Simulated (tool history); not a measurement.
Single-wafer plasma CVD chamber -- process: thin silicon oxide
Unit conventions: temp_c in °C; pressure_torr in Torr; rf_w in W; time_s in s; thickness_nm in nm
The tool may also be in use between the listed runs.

run 1 day=0.000 | temp_c=380 pressure_torr=0.623 rf_w=265 time_s=2.78 | thickness_nm=3.5692
run 2 day=0.200 | temp_c=380 pressure_torr=0.604 rf_w=265 time_s=2.78 | thickness_nm=3.4473
run 3 day=0.529 | temp_c=380 pressure_torr=0.604 rf_w=265 time_s=2.78 | thickness_nm=3.4564
run 4 day=0.696 | temp_c=380 pressure_torr=0.604 rf_w=265 time_s=2.64 | thickness_nm=3.2722
run 5 day=0.896 | temp_c=380 pressure_torr=0.604 rf_w=230 time_s=2.64 | thickness_nm=3.0175
run 6 day=1.229 | temp_c=380 pressure_torr=0.604 rf_w=255 time_s=2.64 | thickness_nm=3.1872
run 7 day=1.517 | temp_c=380 pressure_torr=0.595 rf_w=255 time_s=2.64 | thickness_nm=3.1533
run 8 day=1.829 | temp_c=380 pressure_torr=0.587 rf_w=255 time_s=2.64 | thickness_nm=3.1377

Predict the results of run 9:
-- day=2.188 capacitance manometer re-zeroed and calibrated
run 9 day=2.188 | temp_c=380 pressure_torr=0.578 rf_w=255 time_s=2.64 | thickness_nm=?

{"run 9": {"thickness_nm": 3.1836}}
